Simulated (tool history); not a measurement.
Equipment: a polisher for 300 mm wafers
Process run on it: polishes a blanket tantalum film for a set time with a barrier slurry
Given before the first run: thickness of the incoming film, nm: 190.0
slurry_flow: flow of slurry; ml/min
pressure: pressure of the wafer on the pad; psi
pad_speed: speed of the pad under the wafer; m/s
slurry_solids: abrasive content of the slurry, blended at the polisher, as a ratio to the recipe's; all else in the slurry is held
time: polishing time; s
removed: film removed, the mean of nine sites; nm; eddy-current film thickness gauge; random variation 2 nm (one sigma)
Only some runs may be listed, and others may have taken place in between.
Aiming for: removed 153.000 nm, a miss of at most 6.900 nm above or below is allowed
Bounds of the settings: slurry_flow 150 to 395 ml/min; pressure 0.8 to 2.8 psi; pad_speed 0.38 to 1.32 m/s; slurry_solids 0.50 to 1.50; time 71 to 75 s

run,hour,slurry_flow,pressure,pad_speed,slurry_solids,time,removed
1,0.0,250,1.8,0.84,1.00,71,107.790
2,5.0,215,1.8,0.84,1.00,71,105.820
3,9.7,215,2.0,0.84,1.00,71,117.800
4,15.2,215,2.1,0.84,1.00,71,124.900
5,19.8,215,2.1,0.64,1.00,71,94.369
6,26.6,215,2.3,0.66,1.00,71,109.920
7,32.5,215,2.8,0.68,1.00,71,132.850
8,36.3,215,2.8,0.70,1.00,71,137.100
9,43.0,215,2.8,0.72,1.00,71,144.220
10,46.8,215,2.8,0.74,1.00,71,144.500

Pick the move, out of 5, that brings all results within their allowed miss; only one does.
A,50.6,220,2.8,0.62,1.10,75,?
B,50.6,210,2.7,0.84,1.15,75,?
C,50.6,300,2.8,0.66,1.00,72,?
D,50.6,205,2.6,0.74,1.25,71,?
E,50.6,235,2.8,0.72,1.00,75,?

move,removed
A,133.670
B,172.730
C,135.540
D,142.970
E,149.710
A: the biggest miss grows against the last run
B: pushes the last run's worst result past its target
C: the biggest miss grows against the last run
D: the biggest miss grows against the last run
E: each result inside its tolerance
The right move is E.
